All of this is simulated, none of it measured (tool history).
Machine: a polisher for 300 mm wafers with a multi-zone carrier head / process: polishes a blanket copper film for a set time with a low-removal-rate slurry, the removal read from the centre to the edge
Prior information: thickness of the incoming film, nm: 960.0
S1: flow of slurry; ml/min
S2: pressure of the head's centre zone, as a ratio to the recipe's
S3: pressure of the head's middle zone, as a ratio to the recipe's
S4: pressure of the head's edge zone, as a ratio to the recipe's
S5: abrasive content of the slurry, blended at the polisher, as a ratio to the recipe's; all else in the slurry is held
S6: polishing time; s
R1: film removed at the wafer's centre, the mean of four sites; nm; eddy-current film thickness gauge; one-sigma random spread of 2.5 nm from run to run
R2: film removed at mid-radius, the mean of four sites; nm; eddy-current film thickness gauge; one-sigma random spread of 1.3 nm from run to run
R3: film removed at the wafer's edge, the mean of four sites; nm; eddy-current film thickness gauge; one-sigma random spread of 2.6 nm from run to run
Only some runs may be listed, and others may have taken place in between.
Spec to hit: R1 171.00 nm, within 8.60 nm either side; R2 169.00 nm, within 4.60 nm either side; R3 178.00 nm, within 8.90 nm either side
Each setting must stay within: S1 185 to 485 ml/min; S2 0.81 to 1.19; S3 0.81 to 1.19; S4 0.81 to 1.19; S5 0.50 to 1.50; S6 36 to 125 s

{"run": 1, "hour": 0.0, "S1": 310, "S2": 1.0, "S3": 1.0, "S4": 1.0, "S5": 1.0, "S6": 80, "R1": 243.63, "R2": 231.37, "R3": 238.09}
{"run": 2, "hour": 3.5, "S1": 310, "S2": 0.98, "S3": 0.99, "S4": 0.98, "S5": 0.9, "S6": 78, "R1": 224.23, "R2": 219.44, "R3": 224.57}
{"run": 3, "hour": 7.8, "S1": 370, "S2": 0.98, "S3": 0.99, "S4": 0.98, "S5": 0.9, "S6": 78, "R1": 223.67, "R2": 224.63, "R3": 223.8}
{"run": 4, "hour": 14.9, "S1": 375, "S2": 0.97, "S3": 0.97, "S4": 0.97, "S5": 0.85, "S6": 77, "R1": 216.5, "R2": 214.54, "R3": 211.52}
{"run": 5, "hour": 23.0, "S1": 375, "S2": 0.97, "S3": 0.97, "S4": 0.97, "S5": 0.85, "S6": 87, "R1": 245.1, "R2": 240.14, "R3": 238.86}
{"run": 6, "hour": 25.1, "S1": 375, "S2": 0.95, "S3": 0.95, "S4": 0.96, "S5": 0.8, "S6": 85, "R1": 232.29, "R2": 227.05, "R3": 232.27}
{"run": 7, "hour": 33.8, "S1": 375, "S2": 0.95, "S3": 0.95, "S4": 0.96, "S5": 0.8, "S6": 85, "R1": 231.98, "R2": 225.22, "R3": 236.04}
{"run": 8, "hour": 34.7, "S1": 385, "S2": 0.94, "S3": 0.94, "S4": 0.95, "S5": 0.75, "S6": 83, "R1": 220.93, "R2": 217.7, "R3": 217.97}
{"run": 9, "hour": 38.7, "S1": 385, "S2": 0.92, "S3": 0.92, "S4": 0.95, "S5": 0.7, "S6": 82, "R1": 208.41, "R2": 201.13, "R3": 207.5}
{"run": 10, "hour": 47.0, "S1": 385, "S2": 0.9, "S3": 0.91, "S4": 0.94, "S5": 0.65, "S6": 82, "R1": 193.42, "R2": 197.77, "R3": 204.81}
{"run": 11, "hour": 52.2, "S1": 390, "S2": 0.89, "S3": 0.9, "S4": 0.93, "S5": 0.65, "S6": 82, "R1": 197.53, "R2": 193.49, "R3": 201.65}
{"run": 12, "hour": 52.8, "S1": 390, "S2": 0.88, "S3": 0.89, "S4": 0.92, "S5": 0.65, "S6": 82, "R1": 194.9, "R2": 190.51, "R3": 209.11}
{"run": 13, "hour": 57.8, "S1": 395, "S2": 0.88, "S3": 0.89, "S4": 0.92, "S5": 0.65, "S6": 81, "R1": 192.77, "R2": 192.37, "R3": 202.33}
{"run": 14, "hour": 65.0, "S1": 400, "S2": 0.88, "S3": 0.88, "S4": 0.92, "S5": 0.65, "S6": 80, "R1": 190.16, "R2": 191.33, "R3": 205.5}
{"run": 15, "hour": 73.7, "S1": 310, "S2": 0.87, "S3": 0.84, "S4": 0.82, "S5": 0.5, "S6": 76, "R1": 160.91, "R2": 150.04, "R3": 160.6}
{"run": 16, "hour": 77.8, "S1": 325, "S2": 0.87, "S3": 0.85, "S4": 0.83, "S5": 0.5, "S6": 76, "R1": 161.71, "R2": 155.08, "R3": 162.27}
{"run": 17, "hour": 83.1, "S1": 395, "S2": 0.88, "S3": 0.87, "S4": 0.93, "S5": 0.65, "S6": 76, "R1": 183.61, "R2": 176.62, "R3": 184.94}
{"run": 18, "hour": 90.9, "S1": 390, "S2": 0.88, "S3": 0.87, "S4": 0.93, "S5": 0.65, "S6": 76, "R1": 183.48, "R2": 178.12, "R3": 185.16}
{"run": 19, "hour": 95.8, "S1": 385, "S2": 0.88, "S3": 0.87, "S4": 0.93, "S5": 0.65, "S6": 76, "R1": 189.56, "R2": 179.11, "R3": 192.8}
{"run": 20, "hour": 96.5, "S1": 380, "S2": 0.88, "S3": 0.87, "S4": 0.92, "S5": 0.65, "S6": 76, "R1": 182.01, "R2": 174.61, "R3": 186.42}
{"run": 21, "hour": 103.1, "S1": 375, "S2": 0.88, "S3": 0.87, "S4": 0.91, "S5": 0.65, "S6": 76, "R1": 183.11, "R2": 177.74, "R3": 187.4}
{"run": 22, "hour": 106.3, "S1": 370, "S2": 0.88, "S3": 0.87, "S4": 0.9, "S5": 0.65, "S6": 76, "R1": 180.5, "R2": 173.07, "R3": 185.3}
{"run": 23, "hour": 114.0, "S1": 365, "S2": 0.88, "S3": 0.87, "S4": 0.9, "S5": 0.65, "S6": 76, "R1": 186.48, "R2": 172.5, "R3": 189.39}

4 next moves are on the table. One of them brings every result within its allowed miss. Which?
{"run": "A", "hour": 121.7, "S1": 325, "S2": 0.95, "S3": 0.91, "S4": 0.86, "S5": 0.8, "S6": 72, "R1": "?", "R2": "?", "R3": "?"}
{"run": "B", "hour": 121.7, "S1": 350, "S2": 0.87, "S3": 0.86, "S4": 0.88, "S5": 0.5, "S6": 82, "R1": "?", "R2": "?", "R3": "?"}
{"run": "C", "hour": 121.7, "S1": 300, "S2": 1.05, "S3": 0.81, "S4": 0.83, "S5": 0.8, "S6": 75, "R1": "?", "R2": "?", "R3": "?"}
{"run": "D", "hour": 121.7, "S1": 295, "S2": 1.16, "S3": 0.86, "S4": 0.81, "S5": 1.05, "S6": 65, "R1": "?", "R2": "?", "R3": "?"}

move=A R1=189.68 R2=182.43 R3=185.68
move=B R1=171.82 R2=167.77 R3=179.60
move=C R1=209.21 R2=173.27 R3=189.49
move=D R1=211.25 R2=170.51 R3=176.76
A: further off than the last run
B: all results in spec
C: further off than the last run
D: further off than the last run
B is the move that brings every result within its allowed miss.
